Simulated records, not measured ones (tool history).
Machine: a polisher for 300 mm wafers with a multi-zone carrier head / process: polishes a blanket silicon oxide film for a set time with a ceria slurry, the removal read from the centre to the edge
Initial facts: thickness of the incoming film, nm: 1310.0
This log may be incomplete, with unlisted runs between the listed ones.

| run | hour | flow of slurry (ml/min) | pressure of the head's centre zone | pressure of the head's middle zone | pressure of the head's edge zone | polishing time (s) | film removed at the wafer's centre (angstrom) | film removed at mid-radius (angstrom) | film removed at the wafer's edge (angstrom) |
|---|---|---|---|---|---|---|---|---|---|
| 1 | 0.0 | 175 | 1.00 | 1.00 | 1.00 | 37 | 1737.7 | 1713.3 | 1710.9 |
| 2 | 2.1 | 160 | 0.95 | 0.97 | 0.96 | 35 | 1524.0 | 1541.4 | 1558.1 |
| 3 | 9.5 | 160 | 0.87 | 0.97 | 0.96 | 35 | 1406.0 | 1535.1 | 1565.5 |
| 4 | 15.9 | 150 | 0.86 | 0.95 | 0.92 | 34 | 1322.9 | 1466.9 | 1465.2 |
| 5 | 18.4 | 150 | 0.86 | 0.95 | 0.99 | 34 | 1325.7 | 1476.2 | 1560.2 |
| 6 | 21.2 | 145 | 0.85 | 0.92 | 0.94 | 33 | 1268.0 | 1365.2 | 1464.7 |

What does the tool deliver on the next run?
| 7 | 24.2 | 140 | 0.84 | 0.91 | 0.90 | 33 | ? | ? | ? |

film removed at the wafer's centre (angstrom): 1243.3
film removed at mid-radius (angstrom): 1375.3
film removed at the wafer's edge (angstrom): 1411.4
